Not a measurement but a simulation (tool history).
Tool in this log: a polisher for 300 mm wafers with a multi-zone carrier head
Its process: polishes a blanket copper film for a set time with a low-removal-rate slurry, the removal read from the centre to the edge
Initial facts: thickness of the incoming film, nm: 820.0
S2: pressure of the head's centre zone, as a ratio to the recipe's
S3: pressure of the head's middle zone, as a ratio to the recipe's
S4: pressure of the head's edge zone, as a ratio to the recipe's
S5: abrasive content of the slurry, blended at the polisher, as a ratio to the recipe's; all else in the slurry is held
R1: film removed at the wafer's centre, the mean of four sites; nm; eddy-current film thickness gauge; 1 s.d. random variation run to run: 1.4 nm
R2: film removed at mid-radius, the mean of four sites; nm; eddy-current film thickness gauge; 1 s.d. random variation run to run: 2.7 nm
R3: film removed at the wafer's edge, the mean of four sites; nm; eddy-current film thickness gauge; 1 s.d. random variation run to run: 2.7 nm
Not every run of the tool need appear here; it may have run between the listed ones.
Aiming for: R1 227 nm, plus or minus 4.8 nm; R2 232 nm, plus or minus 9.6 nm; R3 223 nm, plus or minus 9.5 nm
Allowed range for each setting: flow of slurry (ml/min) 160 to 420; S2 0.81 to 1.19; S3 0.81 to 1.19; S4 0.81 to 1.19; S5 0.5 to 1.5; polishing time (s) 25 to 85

{"run": 1, "hour": 0.0, "flow of slurry (ml/min)": 270, "S2": 1, "S3": 1, "S4": 1, "S5": 1, "polishing time (s)": 55, "R1": 198.22, "R2": 190.49, "R3": 198.88}
{"run": 2, "hour": 8.0, "flow of slurry (ml/min)": 230, "S2": 1, "S3": 1, "S4": 1, "S5": 1, "polishing time (s)": 55, "R1": 192.73, "R2": 187.1, "R3": 198.72}
{"run": 3, "hour": 9.7, "flow of slurry (ml/min)": 190, "S2": 1, "S3": 1, "S4": 1, "S5": 1, "polishing time (s)": 55, "R1": 187.48, "R2": 182.54, "R3": 189.82}
{"run": 4, "hour": 17.0, "flow of slurry (ml/min)": 190, "S2": 1, "S3": 1, "S4": 1, "S5": 1.1, "polishing time (s)": 55, "R1": 191.55, "R2": 192.96, "R3": 200.57}
{"run": 5, "hour": 22.6, "flow of slurry (ml/min)": 190, "S2": 1.03, "S3": 1, "S4": 1, "S5": 1.1, "polishing time (s)": 55, "R1": 197.86, "R2": 190.79, "R3": 194.81}
{"run": 6, "hour": 29.7, "flow of slurry (ml/min)": 190, "S2": 1.03, "S3": 1, "S4": 1, "S5": 1.25, "polishing time (s)": 55, "R1": 205.46, "R2": 194.53, "R3": 203.01}
{"run": 7, "hour": 31.8, "flow of slurry (ml/min)": 190, "S2": 1.03, "S3": 1, "S4": 1, "S5": 1.25, "polishing time (s)": 55, "R1": 203.29, "R2": 197.2, "R3": 204.13}
{"run": 8, "hour": 35.7, "flow of slurry (ml/min)": 205, "S2": 1.03, "S3": 1.01, "S4": 1, "S5": 1.25, "polishing time (s)": 55, "R1": 205.79, "R2": 197.12, "R3": 201.55}
{"run": 9, "hour": 42.6, "flow of slurry (ml/min)": 215, "S2": 1.03, "S3": 1.02, "S4": 1.01, "S5": 1.3, "polishing time (s)": 55, "R1": 209.83, "R2": 204.5, "R3": 209.11}
{"run": 10, "hour": 48.4, "flow of slurry (ml/min)": 225, "S2": 1.03, "S3": 1.03, "S4": 1.01, "S5": 1.3, "polishing time (s)": 55, "R1": 212.73, "R2": 204.56, "R3": 213.37}
{"run": 11, "hour": 52.5, "flow of slurry (ml/min)": 230, "S2": 1.03, "S3": 1.05, "S4": 1, "S5": 1.3, "polishing time (s)": 55, "R1": 214.62, "R2": 213.61, "R3": 215.85}
{"run": 12, "hour": 58.5, "flow of slurry (ml/min)": 235, "S2": 1.03, "S3": 1.06, "S4": 1, "S5": 1.3, "polishing time (s)": 55, "R1": 212.99, "R2": 214.11, "R3": 212.1}

Exercise: of the 4 proposed moves below, exactly one satisfies all targets within the stated allowed misses. Which move is it?
{"run": "A", "hour": 64.5, "flow of slurry (ml/min)": 250, "S2": 1.07, "S3": 1.08, "S4": 1, "S5": 1.05, "polishing time (s)": 62, "R1": "?", "R2": "?", "R3": "?"}
{"run": "B", "hour": 64.5, "flow of slurry (ml/min)": 180, "S2": 1.02, "S3": 1.14, "S4": 0.96, "S5": 1.45, "polishing time (s)": 64, "R1": "?", "R2": "?", "R3": "?"}
{"run": "C", "hour": 64.5, "flow of slurry (ml/min)": 225, "S2": 1.09, "S3": 1.16, "S4": 1.16, "S5": 1.3, "polishing time (s)": 56, "R1": "?", "R2": "?", "R3": "?"}
{"run": "D", "hour": 64.5, "flow of slurry (ml/min)": 245, "S2": 0.99, "S3": 0.98, "S4": 1.07, "S5": 1.05, "polishing time (s)": 55, "R1": "?", "R2": "?", "R3": "?"}

move=A R1=238.63 R2=239.27 R3=225.36
move=B R1=240.48 R2=265.4 R3=239.93
move=C R1=228.3 R2=237.67 R3=222.3
move=D R1=195.05 R2=196.7 R3=203.82
A: takes the biggest miss from the last run beyond its target
B: takes the biggest miss from the last run beyond its target
C: in spec on every target
D: moves away from the targets compared with the last run
Move C is the one to make.
